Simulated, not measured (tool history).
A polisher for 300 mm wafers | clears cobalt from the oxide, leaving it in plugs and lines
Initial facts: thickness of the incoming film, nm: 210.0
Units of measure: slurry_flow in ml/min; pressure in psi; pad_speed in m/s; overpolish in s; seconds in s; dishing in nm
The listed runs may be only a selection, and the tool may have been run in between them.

Run 1, day 0.000: slurry_flow 220 ml/min, pressure 2.3 psi, pad_speed 0.90 m/s, overpolish 9 s. Result: seconds 49.644 s, dishing 34.485 nm.
Run 2, day 0.104: slurry_flow 220 ml/min, pressure 2.3 psi, pad_speed 0.90 m/s, overpolish 10 s. Result: seconds 48.684 s, dishing 38.137 nm.
Run 3, day 0.454: slurry_flow 220 ml/min, pressure 2.2 psi, pad_speed 0.90 m/s, overpolish 10 s. Result: seconds 50.901 s, dishing 35.449 nm.
Run 4, day 0.688: slurry_flow 220 ml/min, pressure 2.1 psi, pad_speed 0.88 m/s, overpolish 10 s. Result: seconds 52.086 s, dishing 34.666 nm.
Run 5, day 0.825: slurry_flow 220 ml/min, pressure 1.9 psi, pad_speed 0.86 m/s, overpolish 11 s. Result: seconds 56.907 s, dishing 35.953 nm.
Run 6, day 0.954: slurry_flow 245 ml/min, pressure 1.9 psi, pad_speed 0.86 m/s, overpolish 11 s. Result: seconds 56.753 s, dishing 35.652 nm.
Run 7, day 1.217: slurry_flow 245 ml/min, pressure 1.9 psi, pad_speed 0.86 m/s, overpolish 11 s. Result: seconds 58.840 s, dishing 37.485 nm.

For run 8, what comes out?
Run 8, day 1.367: slurry_flow 245 ml/min, pressure 1.3 psi, pad_speed 0.84 m/s, overpolish 11 s. Result: seconds ?, dishing ?.

{"run 8": {"seconds": 70.649, "dishing": 30.503}}

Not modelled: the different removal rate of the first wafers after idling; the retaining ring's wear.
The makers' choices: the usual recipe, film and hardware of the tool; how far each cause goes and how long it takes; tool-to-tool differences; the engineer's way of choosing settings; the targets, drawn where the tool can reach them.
